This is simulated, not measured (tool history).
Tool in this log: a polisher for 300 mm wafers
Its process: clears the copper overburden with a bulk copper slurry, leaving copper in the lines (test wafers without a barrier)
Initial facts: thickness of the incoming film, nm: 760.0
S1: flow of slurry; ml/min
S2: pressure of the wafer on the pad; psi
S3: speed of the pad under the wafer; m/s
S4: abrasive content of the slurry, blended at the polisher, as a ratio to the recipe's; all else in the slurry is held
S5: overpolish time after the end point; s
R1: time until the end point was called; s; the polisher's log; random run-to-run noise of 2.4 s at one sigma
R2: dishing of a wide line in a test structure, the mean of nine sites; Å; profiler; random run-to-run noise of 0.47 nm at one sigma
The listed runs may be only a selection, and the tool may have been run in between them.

run,hour,S1,S2,S3,S4,S5,R1,R2
1,0.0,185,1.9,1.10,1.0,20,97.252,382.15
2,5.0,150,1.9,1.10,1.0,20,101.250,366.41
3,12.6,150,1.7,1.08,1.0,21,116.040,350.51
4,13.7,150,1.6,1.06,1.0,23,122.550,340.32
5,20.6,150,1.6,0.82,1.0,23,163.410,329.65
6,28.3,150,1.6,0.92,1.0,23,142.790,342.07
7,36.2,150,1.5,0.92,1.0,24,153.140,339.69
8,41.9,145,1.4,0.92,1.0,25,165.650,324.36

Estimate the outcome of run 9 from the log above:
9,49.7,145,1.4,0.92,1.0,26,?,?

R1: 165.040 s
R2: 319.59 Å
